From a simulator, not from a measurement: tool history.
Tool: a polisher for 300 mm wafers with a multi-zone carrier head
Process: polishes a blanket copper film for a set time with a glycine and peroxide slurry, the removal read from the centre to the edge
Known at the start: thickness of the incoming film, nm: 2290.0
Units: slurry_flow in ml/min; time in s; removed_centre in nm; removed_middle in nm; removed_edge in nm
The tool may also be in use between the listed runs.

Run 1, hour 0.0: slurry_flow 245 ml/min, centre_zone 1.00, middle_zone 1.00, edge_zone 1.00, time 72 s. Result: removed_centre 404.88 nm, removed_middle 384.64 nm, removed_edge 391.80 nm.
Run 2, hour 1.6: slurry_flow 245 ml/min, centre_zone 1.00, middle_zone 1.00, edge_zone 1.07, time 72 s. Result: removed_centre 400.43 nm, removed_middle 377.64 nm, removed_edge 409.52 nm.
Run 3, hour 10.4: slurry_flow 240 ml/min, centre_zone 1.00, middle_zone 0.98, edge_zone 1.05, time 69 s. Result: removed_centre 382.20 nm, removed_middle 365.25 nm, removed_edge 381.82 nm.
Run 4, hour 12.1: slurry_flow 240 ml/min, centre_zone 1.00, middle_zone 0.98, edge_zone 1.05, time 60 s. Result: removed_centre 334.90 nm, removed_middle 315.93 nm, removed_edge 338.50 nm.
Run 5, hour 17.4: slurry_flow 240 ml/min, centre_zone 1.01, middle_zone 0.96, edge_zone 1.04, time 59 s. Result: removed_centre 330.88 nm, removed_middle 308.56 nm, removed_edge 327.82 nm.
Run 6, hour 18.4: slurry_flow 235 ml/min, centre_zone 1.02, middle_zone 0.94, edge_zone 1.04, time 58 s. Result: removed_centre 329.03 nm, removed_middle 299.14 nm, removed_edge 320.33 nm.
Run 7, hour 26.9: slurry_flow 230 ml/min, centre_zone 1.02, middle_zone 0.92, edge_zone 1.04, time 57 s. Result: removed_centre 317.44 nm, removed_middle 288.42 nm, removed_edge 314.59 nm.
Run 8, hour 34.9: slurry_flow 225 ml/min, centre_zone 1.03, middle_zone 0.91, edge_zone 1.03, time 56 s. Result: removed_centre 313.29 nm, removed_middle 281.25 nm, removed_edge 311.15 nm.
Run 9, hour 42.3: slurry_flow 225 ml/min, centre_zone 1.04, middle_zone 0.90, edge_zone 1.01, time 56 s. Result: removed_centre 316.49 nm, removed_middle 285.49 nm, removed_edge 309.24 nm.

Run 10 comes next. What will it give?
Run 10, hour 43.8: slurry_flow 230 ml/min, centre_zone 1.05, middle_zone 0.89, edge_zone 1.01, time 55 s. Result: removed_centre ?, removed_middle ?, removed_edge ?.

{"run 10": {"removed_centre": 314.9, "removed_middle": 269.32, "removed_edge": 303.7}}
